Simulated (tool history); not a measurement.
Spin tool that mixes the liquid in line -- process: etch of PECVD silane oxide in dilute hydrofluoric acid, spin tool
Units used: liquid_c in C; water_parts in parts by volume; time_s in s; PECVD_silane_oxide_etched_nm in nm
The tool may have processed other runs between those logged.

| run | hour | liquid_c | water_parts | time_s | PECVD_silane_oxide_etched_nm |
|---|---|---|---|---|---|
| 1 | 0.0 | 22.0 | 280 | 70 | 9.4922 |
| 2 | 5.4 | 23.0 | 265 | 70 | 10.4950 |
| 3 | 11.1 | 23.5 | 250 | 70 | 11.6340 |
| 4 | 18.3 | 24.0 | 240 | 70 | 12.6700 |
| 5 | 25.7 | 21.5 | 240 | 70 | 11.5420 |
| 6 | 29.0 | 22.5 | 230 | 70 | 12.4770 |
| 7 | 35.0 | 23.5 | 220 | 70 | 13.5110 |
| 8 | 35.7 | 24.0 | 215 | 70 | 14.4440 |
| 9 | 37.3 | 24.5 | 210 | 70 | 14.9300 |
| 10 | 39.4 | 25.0 | 205 | 70 | 15.7210 |
| 11 | 42.8 | 25.5 | 200 | 70 | 16.4930 |
| 12 | 49.3 | 26.0 | 195 | 70 | 17.3540 |
| 13 | 51.6 | 26.5 | 195 | 70 | 17.9700 |
| 14 | 55.4 | 26.5 | 195 | 70 | 17.8910 |
| 15 | 62.0 | 27.0 | 195 | 70 | 17.9780 |
| 16 | 66.1 | 27.5 | 190 | 70 | 18.9380 |

Run 17 comes next. What will it give?
| 17 | 67.1 | 28.0 | 190 | 70 | ? |

{"run 17": {"PECVD_silane_oxide_etched_nm": 19.631}}
